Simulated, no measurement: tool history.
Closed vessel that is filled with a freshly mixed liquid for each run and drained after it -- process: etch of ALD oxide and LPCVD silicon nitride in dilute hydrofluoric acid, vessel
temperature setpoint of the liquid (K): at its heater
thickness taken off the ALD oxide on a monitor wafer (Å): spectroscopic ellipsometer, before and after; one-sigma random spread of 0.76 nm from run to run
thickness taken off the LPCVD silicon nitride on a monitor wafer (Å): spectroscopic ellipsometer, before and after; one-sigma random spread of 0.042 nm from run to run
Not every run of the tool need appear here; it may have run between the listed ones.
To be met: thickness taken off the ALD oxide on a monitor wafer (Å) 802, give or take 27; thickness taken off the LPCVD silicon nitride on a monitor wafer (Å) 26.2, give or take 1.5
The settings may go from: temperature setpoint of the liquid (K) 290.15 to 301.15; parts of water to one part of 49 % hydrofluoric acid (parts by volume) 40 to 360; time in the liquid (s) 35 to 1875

| run | hour | temperature setpoint of the liquid (K) | parts of water to one part of 49 % hydrofluoric acid (parts by volume) | time in the liquid (s) | thickness taken off the ALD oxide on a monitor wafer (Å) | thickness taken off the LPCVD silicon nitride on a monitor wafer (Å) |
|---|---|---|---|---|---|---|
| 1 | 0 | 293.15 | 200 | 955 | 522.32 | 18.596 |
| 2 | 0.9 | 293.15 | 200 | 555 | 303.58 | 11.004 |
| 3 | 8.2 | 293.15 | 200 | 965 | 528.16 | 18.623 |
| 4 | 12.4 | 293.15 | 175 | 945 | 590.89 | 20.493 |
| 5 | 19.2 | 290.15 | 175 | 945 | 537.75 | 16.821 |
| 6 | 25.5 | 291.15 | 155 | 935 | 645.35 | 21.047 |
| 7 | 32.9 | 291.15 | 145 | 935 | 680.07 | 21.754 |
| 8 | 35.5 | 291.65 | 140 | 935 | 744.94 | 23.468 |
| 9 | 38 | 292.15 | 140 | 935 | 732.68 | 24.212 |
| 10 | 39.5 | 292.15 | 135 | 935 | 779.67 | 24.823 |
|  | 48 | hydrofluoric acid flow meter replaced |
| 11 | 48 | 292.65 | 135 | 935 | 882.71 | 28.887 |
| 12 | 48.7 | 292.15 | 140 | 940 | 843.82 | 27.367 |

4 next moves are on the table. One of them brings every result within its allowed miss. Which?
| A | 49.4 | 293.15 | 145 | 880 | ? | ? |
| B | 49.4 | 292.15 | 155 | 1080 | ? | ? |
| C | 49.4 | 292.15 | 130 | 935 | ? | ? |
| D | 49.4 | 295.15 | 125 | 760 | ? | ? |

| move | thickness taken off the ALD oxide on a monitor wafer (Å) | thickness taken off the LPCVD silicon nitride on a monitor wafer (Å) |
|---|---|---|
| A | 795.93 | 26.61 |
| B | 868.99 | 28.621 |
| C | 920.32 | 29.393 |
| D | 882.4 | 30.359 |
A: each result inside its tolerance
B: lands further from the targets than the last run did
C: lands further from the targets than the last run did
D: lands further from the targets than the last run did
Go with A: it meets all targets.

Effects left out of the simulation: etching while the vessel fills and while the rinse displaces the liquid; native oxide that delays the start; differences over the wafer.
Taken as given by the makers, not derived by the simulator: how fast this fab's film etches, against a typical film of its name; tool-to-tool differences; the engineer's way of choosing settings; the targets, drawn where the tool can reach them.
